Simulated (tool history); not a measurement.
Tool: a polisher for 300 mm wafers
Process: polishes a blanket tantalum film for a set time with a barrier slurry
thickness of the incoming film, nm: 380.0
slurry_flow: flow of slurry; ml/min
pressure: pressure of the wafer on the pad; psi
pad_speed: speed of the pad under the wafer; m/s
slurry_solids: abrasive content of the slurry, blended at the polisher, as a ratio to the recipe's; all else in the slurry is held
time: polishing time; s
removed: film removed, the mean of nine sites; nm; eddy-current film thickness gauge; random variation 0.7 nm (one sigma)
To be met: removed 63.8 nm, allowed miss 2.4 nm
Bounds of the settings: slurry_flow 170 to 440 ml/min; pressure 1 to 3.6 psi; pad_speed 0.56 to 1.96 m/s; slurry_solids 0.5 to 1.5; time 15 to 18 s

run  hour  slurry_flow  pressure  pad_speed  slurry_solids  time  removed
  1     0          280       2.3       1.26              1    18    39.59
  2   2.3          280       2.3       1.26              1    15   33.023
  3   3.2          280       2.5       1.28              1    15   36.814
  4   8.4          280       2.6        1.3              1    15   38.525
     15.5  -- head pressure recalibrated
  5  15.5          280       2.6        1.3              1    15   41.979
  6  21.5          280       2.6        1.3              1    15   41.508
  7  23.1          280       2.7        1.3              1    15   43.377
  8  30.4          280       2.8        1.3              1    15   44.252
  9  37.9          280       2.9        1.3              1    15   47.337
 10  43.9          280         3        1.3              1    15   47.887

Which of these 5 next moves meets every target?
  A  49.9          270       2.9       0.94           0.85    15        ?
  B  49.9          250       2.8       1.24              1    15        ?
  C  49.9          265       3.3       1.26            1.2    18        ?
  D  49.9          365       2.5       1.02            1.2    15        ?
  E  49.9          265       3.5        1.4           0.75    16        ?

move  removed
   A   31.955
   B   41.933
   C   63.331
   D     33.8
   E   57.754
A: further off than the last run
B: further off than the last run
C: meets every target
D: further off than the last run
E: nearer than the last run, and not there yet
Answer: C
